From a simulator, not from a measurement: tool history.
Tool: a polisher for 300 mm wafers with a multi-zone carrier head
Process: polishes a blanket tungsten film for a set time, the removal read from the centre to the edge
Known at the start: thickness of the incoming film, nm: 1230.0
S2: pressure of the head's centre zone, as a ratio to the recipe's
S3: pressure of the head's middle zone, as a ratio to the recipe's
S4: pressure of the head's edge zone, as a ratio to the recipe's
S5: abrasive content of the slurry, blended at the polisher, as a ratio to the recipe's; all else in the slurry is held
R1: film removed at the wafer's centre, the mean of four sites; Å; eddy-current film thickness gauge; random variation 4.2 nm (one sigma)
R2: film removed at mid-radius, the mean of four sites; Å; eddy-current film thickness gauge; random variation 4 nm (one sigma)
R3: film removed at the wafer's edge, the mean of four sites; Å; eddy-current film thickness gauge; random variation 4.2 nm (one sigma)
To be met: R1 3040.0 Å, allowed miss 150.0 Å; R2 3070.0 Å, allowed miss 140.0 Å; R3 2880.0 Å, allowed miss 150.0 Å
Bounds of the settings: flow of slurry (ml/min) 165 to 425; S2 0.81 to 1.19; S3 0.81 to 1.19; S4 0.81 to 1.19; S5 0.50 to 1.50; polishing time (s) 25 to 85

Run 1, day 0.000: flow of slurry (ml/min) 275, S2 1.00, S3 1.00, S4 1.00, S5 1.00, polishing time (s) 55. Result: R1 2330.1 Å, R2 2346.4 Å, R3 2408.7 Å.
Run 2, day 0.208: flow of slurry (ml/min) 275, S2 1.02, S3 1.02, S4 1.01, S5 1.05, polishing time (s) 56. Result: R1 2404.8 Å, R2 2495.2 Å, R3 2439.1 Å.
Run 3, day 0.429: flow of slurry (ml/min) 325, S2 1.02, S3 1.02, S4 1.01, S5 1.05, polishing time (s) 56. Result: R1 2517.8 Å, R2 2428.7 Å, R3 2439.8 Å.
Run 4, day 0.658: flow of slurry (ml/min) 325, S2 1.02, S3 1.02, S4 0.94, S5 1.05, polishing time (s) 56. Result: R1 2530.5 Å, R2 2541.9 Å, R3 2369.0 Å.
Run 5, day 0.842: flow of slurry (ml/min) 325, S2 1.02, S3 0.95, S4 0.94, S5 1.05, polishing time (s) 56. Result: R1 2517.7 Å, R2 2337.4 Å, R3 2396.7 Å.
Run 6, day 1.158: flow of slurry (ml/min) 325, S2 1.02, S3 0.96, S4 0.95, S5 1.10, polishing time (s) 57. Result: R1 2606.7 Å, R2 2461.5 Å, R3 2470.8 Å.
Run 7, day 1.329: flow of slurry (ml/min) 320, S2 1.04, S3 1.04, S4 1.05, S5 1.35, polishing time (s) 60. Result: R1 2920.4 Å, R2 2870.4 Å, R3 2831.4 Å.
Run 8, day 1.704: flow of slurry (ml/min) 320, S2 1.04, S3 1.05, S4 1.05, S5 1.35, polishing time (s) 60. Result: R1 2886.6 Å, R2 2901.4 Å, R3 2797.2 Å.

Which of these 4 next moves meets every target?
Run A, day 2.079: flow of slurry (ml/min) 280, S2 1.08, S3 1.09, S4 1.03, S5 1.30, polishing time (s) 63. Result: R1 ?, R2 ?, R3 ?.
Run B, day 2.079: flow of slurry (ml/min) 385, S2 1.18, S3 0.91, S4 1.01, S5 1.30, polishing time (s) 62. Result: R1 ?, R2 ?, R3 ?.
Run C, day 2.079: flow of slurry (ml/min) 335, S2 1.04, S3 0.90, S4 0.98, S5 1.50, polishing time (s) 61. Result: R1 ?, R2 ?, R3 ?.
Run D, day 2.079: flow of slurry (ml/min) 380, S2 1.19, S3 1.09, S4 1.04, S5 1.45, polishing time (s) 60. Result: R1 ?, R2 ?, R3 ?.

move      R1      R2      R3
   A  3088.4  3002.7  2895.6
   B  3383.7  2614.9  2895.8
   C  3044.4  2599.0  2869.2
   D  3376.3  3012.7  2900.4
A: meets every target
B: further off than the last run
C: further off than the last run
D: brings the result that was furthest off to its target, and leaves another outside
The right move is A.

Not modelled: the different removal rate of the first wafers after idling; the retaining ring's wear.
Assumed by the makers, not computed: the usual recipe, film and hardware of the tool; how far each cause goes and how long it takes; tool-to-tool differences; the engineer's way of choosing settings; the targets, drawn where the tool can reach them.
